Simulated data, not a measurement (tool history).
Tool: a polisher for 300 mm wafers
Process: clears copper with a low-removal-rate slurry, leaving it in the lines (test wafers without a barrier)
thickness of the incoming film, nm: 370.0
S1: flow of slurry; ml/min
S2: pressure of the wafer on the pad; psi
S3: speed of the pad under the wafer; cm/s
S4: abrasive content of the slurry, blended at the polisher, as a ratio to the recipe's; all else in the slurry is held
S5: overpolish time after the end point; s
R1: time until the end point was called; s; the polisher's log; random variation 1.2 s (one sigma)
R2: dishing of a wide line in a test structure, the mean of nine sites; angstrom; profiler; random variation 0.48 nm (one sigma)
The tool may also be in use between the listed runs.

run  hour   S1   S2   S3  S4  S5      R1      R2
  1     0  170  2.6  112   1  25  121.52  341.37
  2   3.3  170  2.7  112   1  23  117.84  342.82
  3  10.8  170  3.2  112   1  23  97.962  374.59
  4  15.4  200  3.2  112   1  23  96.402  374.86
  5  19.7  200  3.2  136   1  23  80.697  405.17
  6  22.5  200  3.2  154   1  23  70.197  423.28
  7  28.4  200  3.1  154   1  22  73.759  406.66

Run 8 is up next; what results do you expect?
  8    32  200   3  154   1  21   ?   ?

For run 8 the tool returned R1 75.484 s, R2 391.99 angstrom.
